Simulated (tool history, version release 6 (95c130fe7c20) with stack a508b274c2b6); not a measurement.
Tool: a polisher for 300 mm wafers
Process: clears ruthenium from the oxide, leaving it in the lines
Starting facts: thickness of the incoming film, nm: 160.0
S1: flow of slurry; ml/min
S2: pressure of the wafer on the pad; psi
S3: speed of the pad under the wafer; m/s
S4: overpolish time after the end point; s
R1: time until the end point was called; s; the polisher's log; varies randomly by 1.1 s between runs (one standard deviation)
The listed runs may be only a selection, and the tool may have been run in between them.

{"run": 1, "day": 0.0, "S1": 290, "S2": 2.3, "S3": 1.1, "S4": 6, "R1": 99.254}
{"run": 2, "day": 0.171, "S1": 290, "S2": 2.1, "S3": 1.1, "S4": 6, "R1": 108.61}
{"run": 3, "day": 0.296, "S1": 290, "S2": 2.0, "S3": 1.1, "S4": 6, "R1": 112.38}
{"run": 4, "day": 0.408, "S1": 290, "S2": 2.4, "S3": 1.1, "S4": 6, "R1": 96.465}
{"run": 5, "day": 0.75, "S1": 290, "S2": 2.4, "S3": 1.1, "S4": 6, "R1": 95.816}
{"run": 6, "day": 0.883, "S1": 290, "S2": 2.4, "S3": 1.1, "S4": 6, "R1": 95.022}

For run 7, what comes out?
{"run": 7, "day": 1.038, "S1": 290, "S2": 2.2, "S3": 1.1, "S4": 6, "R1": "?"}

R1: 105.060 s

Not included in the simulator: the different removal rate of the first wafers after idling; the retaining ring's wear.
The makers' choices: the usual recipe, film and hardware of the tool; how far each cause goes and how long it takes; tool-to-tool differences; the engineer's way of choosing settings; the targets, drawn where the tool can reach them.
